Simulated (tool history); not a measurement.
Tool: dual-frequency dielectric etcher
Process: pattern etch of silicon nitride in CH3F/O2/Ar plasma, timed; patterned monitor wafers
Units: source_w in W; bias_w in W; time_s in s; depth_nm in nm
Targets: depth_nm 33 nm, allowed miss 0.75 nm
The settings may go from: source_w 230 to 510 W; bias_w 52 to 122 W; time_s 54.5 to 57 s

run,hour,source_w,bias_w,time_s,depth_nm
1,0,370,87,54.5,36.69
2,0.9,400,87,54.5,37.204
3,5.3,400,95,54.5,38.83
4,8.4,400,95,57,40.766
5,12.1,350,95,57,39.134
6,18.6,350,95,54.5,37.443
7,26.7,330,91,54.5,35.83
8,29.5,310,89,54.5,35.159
9,34,250,83,54.5,32.092
10,40.5,250,83,54.5,31.918

4 next moves are on the table. One of them brings every result within its allowed miss. Which?
A,47,250,73,56.5,?
B,47,250,80,57,?
C,47,260,84,57,?
D,47,230,83,54.5,?

move,depth_nm
A,31.377
B,32.902
C,33.926
D,31.296
A: further off than the last run
B: meets every target
C: takes the result that was furthest off past its target
D: further off than the last run
The right move is B.
